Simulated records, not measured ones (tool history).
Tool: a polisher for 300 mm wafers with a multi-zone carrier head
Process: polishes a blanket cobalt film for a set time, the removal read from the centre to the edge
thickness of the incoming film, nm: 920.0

| run | hour | flow of slurry (ml/min) | pressure of the head's centre zone | pressure of the head's middle zone | pressure of the head's edge zone | polishing time (s) | film removed at the wafer's centre (Å) | film removed at mid-radius (Å) | film removed at the wafer's edge (Å) |
|---|---|---|---|---|---|---|---|---|---|
| 1 | 0 | 295 | 1 | 1 | 1 | 43 | 1556.1 | 1508.1 | 1460.4 |
| 2 | 6.5 | 235 | 1 | 1 | 1 | 43 | 1461.6 | 1463.9 | 1475.8 |
| 3 | 13.9 | 245 | 1.01 | 0.98 | 0.97 | 42 | 1470.2 | 1396.4 | 1377.3 |
| 4 | 20.3 | 240 | 1.01 | 0.97 | 0.95 | 42 | 1424.6 | 1372.7 | 1363.7 |
| 5 | 21.1 | 240 | 1.06 | 0.97 | 0.95 | 42 | 1504.3 | 1361 | 1375.6 |
| 6 | 24.9 | 240 | 1.06 | 1.03 | 0.95 | 42 | 1475.3 | 1435.7 | 1393.9 |
| 7 | 26 | 235 | 1.06 | 1.01 | 0.93 | 42 | 1510.1 | 1393.6 | 1383.4 |
| 8 | 28.1 | 235 | 1.05 | 1 | 0.91 | 42 | 1492.2 | 1433 | 1365.4 |
| 9 | 31.9 | 235 | 1.05 | 1 | 0.91 | 42 | 1493.9 | 1426.2 | 1358.7 |

Run 10 comes next. What will it give?
| 10 | 38.8 | 230 | 1.05 | 0.98 | 0.91 | 42 | ? | ? | ? |

film removed at the wafer's centre (Å): 1537.8
film removed at mid-radius (Å): 1385.2
film removed at the wafer's edge (Å): 1362.9
